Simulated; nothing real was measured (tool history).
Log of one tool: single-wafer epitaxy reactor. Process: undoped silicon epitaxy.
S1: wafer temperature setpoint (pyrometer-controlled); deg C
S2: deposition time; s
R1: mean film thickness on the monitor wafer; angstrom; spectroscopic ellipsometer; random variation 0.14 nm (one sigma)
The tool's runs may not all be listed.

run    day   S1   S2      R1
  1  0.000  660  206  398.07
  2  0.167  658  206  382.12
  3  0.283  657  206  376.04
  4  0.417  656  206  362.63
  5  0.683  660  206  396.05
  6  1.008  658  206  381.37
  7  1.262  657  206  373.94
  8  1.383  656  206  364.94
  9  1.454  655  206  356.36
 10  1.758  655  206  354.53
 11  1.950  654  206  347.78

Run 12 is up next; what results do you expect?
 12  2.042  653  206   ?

{"run 12": {"R1": 340.87}}
